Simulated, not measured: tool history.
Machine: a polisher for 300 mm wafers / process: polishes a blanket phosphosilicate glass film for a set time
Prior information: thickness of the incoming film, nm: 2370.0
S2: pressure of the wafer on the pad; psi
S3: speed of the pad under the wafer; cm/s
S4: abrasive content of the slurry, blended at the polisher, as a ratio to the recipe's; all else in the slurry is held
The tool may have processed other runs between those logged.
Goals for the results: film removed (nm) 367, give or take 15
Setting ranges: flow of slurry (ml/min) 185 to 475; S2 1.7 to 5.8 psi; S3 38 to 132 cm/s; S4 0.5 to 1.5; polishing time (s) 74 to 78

{"run": 1, "hour": 0.0, "flow of slurry (ml/min)": 305, "S2": 3.7, "S3": 84, "S4": 1, "polishing time (s)": 74, "film removed (nm)": 711.8}
{"run": 2, "hour": 5.0, "flow of slurry (ml/min)": 305, "S2": 3.7, "S3": 84, "S4": 0.8, "polishing time (s)": 74, "film removed (nm)": 638.74}
{"run": 3, "hour": 11.8, "flow of slurry (ml/min)": 240, "S2": 3.7, "S3": 84, "S4": 0.8, "polishing time (s)": 74, "film removed (nm)": 613.23}
{"run": 4, "hour": 15.8, "flow of slurry (ml/min)": 240, "S2": 3.5, "S3": 84, "S4": 0.8, "polishing time (s)": 74, "film removed (nm)": 581.2}
{"run": 5, "hour": 18.2, "flow of slurry (ml/min)": 240, "S2": 3.3, "S3": 84, "S4": 0.8, "polishing time (s)": 74, "film removed (nm)": 563.83}
{"run": 6, "hour": 23.9, "flow of slurry (ml/min)": 240, "S2": 3.3, "S3": 84, "S4": 0.8, "polishing time (s)": 74, "film removed (nm)": 544.97}
{"run": 7, "hour": 31.7, "flow of slurry (ml/min)": 240, "S2": 3.1, "S3": 84, "S4": 0.8, "polishing time (s)": 74, "film removed (nm)": 522.14}
{"run": 8, "hour": 40.5, "flow of slurry (ml/min)": 240, "S2": 2.9, "S3": 84, "S4": 0.8, "polishing time (s)": 74, "film removed (nm)": 484.03}

Exactly one of the 4 candidate moves below puts every result within its allowed miss. Which one?
{"run": "A", "hour": 49.3, "flow of slurry (ml/min)": 320, "S2": 3.4, "S3": 74, "S4": 1.05, "polishing time (s)": 78, "film removed (nm)": "?"}
{"run": "B", "hour": 49.3, "flow of slurry (ml/min)": 225, "S2": 3.4, "S3": 88, "S4": 0.9, "polishing time (s)": 78, "film removed (nm)": "?"}
{"run": "C", "hour": 49.3, "flow of slurry (ml/min)": 255, "S2": 1.9, "S3": 86, "S4": 0.8, "polishing time (s)": 75, "film removed (nm)": "?"}
{"run": "D", "hour": 49.3, "flow of slurry (ml/min)": 285, "S2": 3, "S3": 76, "S4": 0.6, "polishing time (s)": 74, "film removed (nm)": "?"}

move=A film_removed_(nm)=667.66
move=B film_removed_(nm)=672.46
move=C film_removed_(nm)=341.69
move=D film_removed_(nm)=376.81
A: misses by more than the last run did
B: misses by more than the last run did
C: pushes the last run's worst result past its target
D: all results land within tolerance of their targets
Move D is the one to make.

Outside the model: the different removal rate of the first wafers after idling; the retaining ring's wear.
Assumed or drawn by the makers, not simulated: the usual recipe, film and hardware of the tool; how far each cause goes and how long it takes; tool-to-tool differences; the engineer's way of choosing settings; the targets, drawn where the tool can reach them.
